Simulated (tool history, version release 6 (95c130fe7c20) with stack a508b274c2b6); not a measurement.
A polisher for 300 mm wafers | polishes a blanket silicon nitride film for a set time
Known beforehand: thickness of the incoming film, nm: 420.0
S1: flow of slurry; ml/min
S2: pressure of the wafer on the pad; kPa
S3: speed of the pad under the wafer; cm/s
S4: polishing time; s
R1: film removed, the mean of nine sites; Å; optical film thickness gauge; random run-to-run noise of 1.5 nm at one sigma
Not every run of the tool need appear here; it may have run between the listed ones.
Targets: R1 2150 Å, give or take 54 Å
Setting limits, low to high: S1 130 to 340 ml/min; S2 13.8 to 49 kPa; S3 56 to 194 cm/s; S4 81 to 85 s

run  hour   S1    S2   S3  S4      R1
  1     0  220    31  124  81  2432.6
  2   2.2  220  25.5  124  81  2011.6
  3  10.4  220  25.5  152  81  2385.1
  4  15.7  220  19.3  152  81  1824.5
  5    17  225    20  152  81  1884.2
  6  20.5  225  20.7  152  81  1909.4
  7  23.8  225  20.7  152  81    1941
  8  32.1  225  21.4  152  81  1983.9

Exercise: of the 5 proposed moves below, exactly one satisfies all targets within the stated allowed misses. Which move is it?
  A  40.4  245  23.4  134  81   ?
  B  40.4  240  19.3  152  81   ?
  C  40.4  210    20  160  81   ?
  D  40.4  185  26.2  134  82   ?
  E  40.4  205    20  142  83   ?

move      R1
   A  1992.6
   B  1818.5
   C  1922.5
   D  2159.2
   E  1790.9
A: gains on the last run, yet a result remains outside its allowed miss
B: misses by more than the last run did
C: misses by more than the last run did
D: in spec on every target
E: misses by more than the last run did
Correct choice: D, which meets every target
